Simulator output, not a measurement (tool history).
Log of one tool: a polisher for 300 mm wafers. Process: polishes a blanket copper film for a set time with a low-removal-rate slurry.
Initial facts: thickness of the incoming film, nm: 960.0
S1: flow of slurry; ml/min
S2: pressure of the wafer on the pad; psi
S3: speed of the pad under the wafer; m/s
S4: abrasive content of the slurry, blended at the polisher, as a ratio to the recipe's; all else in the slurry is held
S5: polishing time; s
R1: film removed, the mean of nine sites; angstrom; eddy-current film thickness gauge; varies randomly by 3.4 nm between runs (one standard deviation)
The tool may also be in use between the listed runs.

run,hour,S1,S2,S3,S4,S5,R1
1,0.0,295,2.7,1.34,1.0,46,1616.4
2,5.7,295,2.7,1.62,1.0,46,1910.1
3,12.4,295,2.7,1.46,1.0,46,1769.1
4,20.1,295,3.1,1.48,1.0,46,2010.7
5,26.8,295,3.1,1.48,1.0,46,2009.1
6,28.6,295,2.7,1.48,1.0,46,1741.1

What will run 7 give?
7,36.1,295,3.1,1.50,1.0,46,?

R1: 2040.1 angstrom
